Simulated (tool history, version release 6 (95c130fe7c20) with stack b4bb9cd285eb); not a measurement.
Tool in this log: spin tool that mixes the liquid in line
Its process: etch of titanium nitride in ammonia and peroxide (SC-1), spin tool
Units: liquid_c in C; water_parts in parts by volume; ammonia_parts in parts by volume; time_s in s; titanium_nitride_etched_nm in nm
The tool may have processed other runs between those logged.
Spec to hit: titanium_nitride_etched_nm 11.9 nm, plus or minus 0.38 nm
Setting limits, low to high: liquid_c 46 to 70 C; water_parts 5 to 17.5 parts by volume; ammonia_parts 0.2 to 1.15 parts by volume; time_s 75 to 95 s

run  hour  liquid_c  water_parts  ammonia_parts  time_s  titanium_nitride_etched_nm
  1     0        62          9.5           0.65      95                      8.5418
  2   1.7      57.5          9.5           0.65      95                      6.4768
  3     3        54          9.5           0.65      95                      4.9456
  4   8.7      55.5          9.5           0.65      95                      5.5017
  5  11.1      56.5          9.5           0.65      95                      5.9205
  6  19.7      53.5          9.5           0.65      95                      4.8143
  7  26.6        55          9.5           0.65      95                      5.3416
  8  32.4      56.5          9.5           0.65      95                      5.9483
  9  38.8      57.5          9.5           0.65      95                      6.3596
 10  46.1      58.5          9.5           0.65      95                      6.8186
 11  46.7      59.5          9.5           0.65      95                      7.2716
 12  48.6      60.5          9.5           0.65      95                      7.7087
 13  49.3        61          9.5           0.65      95                      7.8479

Which of these 5 next moves meets every target?
  A    50        68            8            0.6      95                           ?
  B    50      68.5         11.5            0.7      95                           ?
  C    50      63.5           10           0.65      95                           ?
  D    50        65           11           0.75      95                           ?
  E    50      59.5         13.5              1      90                           ?

move  titanium_nitride_etched_nm
   A                      13.337
   B                      11.722
   C                      9.0732
   D                      9.7346
   E                      6.0873
A: carries the result that was furthest off beyond its target, to the other side
B: every result within its allowed miss
C: moves toward the targets from the last run without getting all of them in spec
D: moves toward the targets from the last run without getting all of them in spec
E: lands further from the targets than the last run did
B meets every target.
